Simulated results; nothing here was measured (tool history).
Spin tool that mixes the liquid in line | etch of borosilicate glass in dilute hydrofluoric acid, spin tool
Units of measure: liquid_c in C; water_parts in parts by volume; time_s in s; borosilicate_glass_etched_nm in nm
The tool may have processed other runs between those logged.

run,hour,liquid_c,water_parts,time_s,borosilicate_glass_etched_nm
1,0,25,100,15,3.8924
2,2,25,100,15,3.9011
3,2.8,26.5,95,15,4.379
4,9.1,27.5,90,15,4.879
5,15.4,28.5,85,15,5.4666
6,17.3,29.5,85,15,5.7351
7,18.8,30,85,15,5.7355
8,25.4,30.5,85,15,5.8072

The next listed run, before its measurement:
9,29.6,30.5,85,15,?

{"run 9": {"borosilicate_glass_etched_nm": 5.962}}
